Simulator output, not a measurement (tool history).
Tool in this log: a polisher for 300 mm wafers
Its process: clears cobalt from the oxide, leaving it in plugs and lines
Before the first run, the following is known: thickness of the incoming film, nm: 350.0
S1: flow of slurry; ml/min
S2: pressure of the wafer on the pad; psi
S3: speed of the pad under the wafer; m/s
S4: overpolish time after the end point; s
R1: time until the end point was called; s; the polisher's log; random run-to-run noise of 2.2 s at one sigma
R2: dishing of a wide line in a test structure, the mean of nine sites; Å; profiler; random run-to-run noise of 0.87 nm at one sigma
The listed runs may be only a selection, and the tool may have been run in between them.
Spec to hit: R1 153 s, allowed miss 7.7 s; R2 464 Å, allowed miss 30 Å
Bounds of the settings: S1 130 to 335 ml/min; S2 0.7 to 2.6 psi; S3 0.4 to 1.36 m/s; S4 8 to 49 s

Run 1, hour 0: S1 215 ml/min, S2 1.6 psi, S3 0.88 m/s, S4 25 s. Result: R1 81.402 s, R2 522.45 Å.
Run 2, hour 0.8: S1 215 ml/min, S2 1.4 psi, S3 0.86 m/s, S4 27 s. Result: R1 96.435 s, R2 513.84 Å.
Run 3, hour 7.2: S1 215 ml/min, S2 1.6 psi, S3 0.86 m/s, S4 27 s. Result: R1 82.284 s, R2 560.42 Å.
Run 4, hour 12.7: S1 215 ml/min, S2 1.4 psi, S3 0.86 m/s, S4 28 s. Result: R1 93.521 s, R2 535.69 Å.
Run 5, hour 20.2: S1 215 ml/min, S2 1.3 psi, S3 0.84 m/s, S4 29 s. Result: R1 104.67 s, R2 488.34 Å.
Run 6, hour 27.2: S1 215 ml/min, S2 1.2 psi, S3 0.84 m/s, S4 32 s. Result: R1 110.81 s, R2 514.98 Å.
Run 7, hour 32.3: S1 215 ml/min, S2 1.1 psi, S3 0.84 m/s, S4 33 s. Result: R1 123.15 s, R2 508.49 Å.
Run 8, hour 34.7: S1 215 ml/min, S2 1 psi, S3 0.84 m/s, S4 33 s. Result: R1 137 s, R2 476.5 Å.

5 next moves are on the table. One of them brings every result within its allowed miss. Which?
Run A, hour 37.1: S1 175 ml/min, S2 1 psi, S3 0.88 m/s, S4 24 s. Result: R1 ?, R2 ?.
Run B, hour 37.1: S1 175 ml/min, S2 0.8 psi, S3 0.94 m/s, S4 26 s. Result: R1 ?, R2 ?.
Run C, hour 37.1: S1 220 ml/min, S2 0.9 psi, S3 0.82 m/s, S4 25 s. Result: R1 ?, R2 ?.
Run D, hour 37.1: S1 295 ml/min, S2 1.3 psi, S3 0.54 m/s, S4 35 s. Result: R1 ?, R2 ?.
Run E, hour 37.1: S1 135 ml/min, S2 0.8 psi, S3 0.88 m/s, S4 31 s. Result: R1 ?, R2 ?.

move      R1      R2
   A  133.88  393.36
   B   155.2  377.35
   C  151.88  373.12
   D   152.8  456.53
   E  176.18  389.91
A: lands further from the targets than the last run did
B: corrects the largest miss of the last run, while another result sits out of spec
C: corrects the largest miss of the last run, while another result sits out of spec
D: all results in spec
E: takes the result that was furthest off past its target
The right move is D.

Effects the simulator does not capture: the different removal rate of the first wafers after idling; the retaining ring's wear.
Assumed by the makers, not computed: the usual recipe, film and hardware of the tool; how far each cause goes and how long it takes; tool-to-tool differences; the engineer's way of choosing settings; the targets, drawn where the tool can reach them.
